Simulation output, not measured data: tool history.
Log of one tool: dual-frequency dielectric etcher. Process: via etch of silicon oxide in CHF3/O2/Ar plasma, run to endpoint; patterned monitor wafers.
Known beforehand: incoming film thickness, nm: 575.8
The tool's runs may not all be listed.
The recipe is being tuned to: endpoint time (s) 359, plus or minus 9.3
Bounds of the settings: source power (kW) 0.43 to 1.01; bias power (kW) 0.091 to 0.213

Run 1, hour 0: source power (kW) 0.72, bias power (kW) 0.152. Result: endpoint time (s) 290.14.
Run 2, hour 5.5: source power (kW) 0.72, bias power (kW) 0.174. Result: endpoint time (s) 273.58.
Run 3, hour 6.9: source power (kW) 0.64, bias power (kW) 0.16. Result: endpoint time (s) 298.01.
Run 4, hour 14.7: source power (kW) 0.58, bias power (kW) 0.152. Result: endpoint time (s) 319.98.
Run 5, hour 18.9: source power (kW) 0.53, bias power (kW) 0.152. Result: endpoint time (s) 333.06.
Run 6, hour 24.5: source power (kW) 0.63, bias power (kW) 0.152. Result: endpoint time (s) 307.92.
Run 7, hour 29.7: source power (kW) 0.58, bias power (kW) 0.149. Result: endpoint time (s) 323.71.
Run 8, hour 30.6: source power (kW) 0.58, bias power (kW) 0.149. Result: endpoint time (s) 323.84.
At hour 37.4: source power generator calibrated.
Run 9, hour 37.4: source power (kW) 0.54, bias power (kW) 0.147. Result: endpoint time (s) 340.81.

Consider the 4 candidate settings below. Which is the only one whose results all fall within their allowed miss of target?
Run A, hour 44.2: source power (kW) 0.48, bias power (kW) 0.151. Result: endpoint time (s) ?.
Run B, hour 44.2: source power (kW) 0.48, bias power (kW) 0.121. Result: endpoint time (s) ?.
Run C, hour 44.2: source power (kW) 0.43, bias power (kW) 0.144. Result: endpoint time (s) ?.
Run D, hour 44.2: source power (kW) 0.44, bias power (kW) 0.141. Result: endpoint time (s) ?.

move  endpoint time (s)
   A             357.77
   B              389.1
   C             385.69
   D             384.15
A: all results in spec
B: the result that was furthest off in the last run now lies on the other side of its target
C: the result that was furthest off in the last run now lies on the other side of its target
D: the result that was furthest off in the last run now lies on the other side of its target
So the answer is move A, the one that meets all the targets.

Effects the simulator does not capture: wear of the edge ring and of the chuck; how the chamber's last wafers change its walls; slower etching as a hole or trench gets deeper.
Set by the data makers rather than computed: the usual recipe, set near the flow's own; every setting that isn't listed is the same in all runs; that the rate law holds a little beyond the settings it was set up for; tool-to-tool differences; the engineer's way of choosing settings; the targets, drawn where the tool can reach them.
